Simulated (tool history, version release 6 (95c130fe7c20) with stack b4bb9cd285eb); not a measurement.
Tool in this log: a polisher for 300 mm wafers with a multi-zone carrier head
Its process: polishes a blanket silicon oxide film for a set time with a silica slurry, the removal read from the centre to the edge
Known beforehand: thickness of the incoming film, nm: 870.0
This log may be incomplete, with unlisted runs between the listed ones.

run	day	flow of slurry (ml/min)	pressure of the head's centre zone	pressure of the head's middle zone	pressure of the head's edge zone	abrasive content of the slurry	polishing time (s)	film removed at the wafer's centre (angstrom)	film removed at mid-radius (angstrom)	film removed at the wafer's edge (angstrom)
1	0	160	1	1	1	1	63	2546.8	2592	2592.3
2	0.2	180	1.07	1	1.03	1.15	65	3081.6	2911.7	2904.1
3	0.571	210	1.07	1	1.03	1.15	65	3165.3	2910.2	2992.1
4	0.8	210	1.15	1	1.03	1.15	65	3362.9	3027.6	2992
5	1.121	210	1.15	0.92	1.03	1.15	65	3389.5	2820.6	2929.2
6	1.183	210	1.15	0.92	1.11	1.15	65	3400.2	2752.5	3149.4

Run 7 has not been measured yet. What should we expect?
7	1.467	220	1.16	0.94	1.09	1.25	67	?	?	?

Run 7 measured film removed at the wafer's centre (angstrom) 3633.9, film removed at mid-radius (angstrom) 2986.1, film removed at the wafer's edge (angstrom) 3320.2.

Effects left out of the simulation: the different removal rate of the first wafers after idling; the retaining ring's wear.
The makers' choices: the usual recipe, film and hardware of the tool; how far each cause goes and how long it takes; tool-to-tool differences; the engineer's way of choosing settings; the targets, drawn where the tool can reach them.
